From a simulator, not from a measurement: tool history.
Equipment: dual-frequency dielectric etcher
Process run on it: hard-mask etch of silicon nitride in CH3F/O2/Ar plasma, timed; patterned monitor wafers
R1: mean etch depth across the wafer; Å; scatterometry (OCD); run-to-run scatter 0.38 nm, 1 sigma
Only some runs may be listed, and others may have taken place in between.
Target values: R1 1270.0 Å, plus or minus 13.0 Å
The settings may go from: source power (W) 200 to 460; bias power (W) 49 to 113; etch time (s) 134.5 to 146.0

run 1 hour=0.0 | source_power_(W)=330 bias_power_(W)=81 etch_time_(s)=146.0 | R1=1059.0
run 2 hour=2.8 | source_power_(W)=350 bias_power_(W)=83 etch_time_(s)=146.0 | R1=1097.6
run 3 hour=6.5 | source_power_(W)=380 bias_power_(W)=83 etch_time_(s)=146.0 | R1=1145.1
run 4 hour=14.4 | source_power_(W)=390 bias_power_(W)=83 etch_time_(s)=146.0 | R1=1153.4
run 5 hour=17.5 | source_power_(W)=400 bias_power_(W)=84 etch_time_(s)=146.0 | R1=1169.9
-- hour=25.4 wet clean of the chamber
run 6 hour=25.4 | source_power_(W)=410 bias_power_(W)=85 etch_time_(s)=146.0 | R1=1145.5
run 7 hour=28.9 | source_power_(W)=420 bias_power_(W)=90 etch_time_(s)=146.0 | R1=1183.7
run 8 hour=36.6 | source_power_(W)=430 bias_power_(W)=95 etch_time_(s)=146.0 | R1=1219.1
run 9 hour=38.7 | source_power_(W)=440 bias_power_(W)=96 etch_time_(s)=146.0 | R1=1237.0

Pick the move, out of 5, that brings all results within their allowed miss; only one does.
run A hour=40.8 | source_power_(W)=460 bias_power_(W)=100 etch_time_(s)=141.0 | R1=?
run B hour=40.8 | source_power_(W)=430 bias_power_(W)=106 etch_time_(s)=142.5 | R1=?
run C hour=40.8 | source_power_(W)=440 bias_power_(W)=104 etch_time_(s)=146.0 | R1=?
run D hour=40.8 | source_power_(W)=450 bias_power_(W)=97 etch_time_(s)=140.0 | R1=?
run E hour=40.8 | source_power_(W)=460 bias_power_(W)=98 etch_time_(s)=143.5 | R1=?

move=A R1=1234.3
move=B R1=1239.2
move=C R1=1272.9
move=D R1=1200.1
move=E R1=1246.6
A: the biggest miss grows against the last run
B: closer than the last run, but not yet in spec
C: all results land within tolerance of their targets
D: the biggest miss grows against the last run
E: closer than the last run, but not yet in spec
Answer: C

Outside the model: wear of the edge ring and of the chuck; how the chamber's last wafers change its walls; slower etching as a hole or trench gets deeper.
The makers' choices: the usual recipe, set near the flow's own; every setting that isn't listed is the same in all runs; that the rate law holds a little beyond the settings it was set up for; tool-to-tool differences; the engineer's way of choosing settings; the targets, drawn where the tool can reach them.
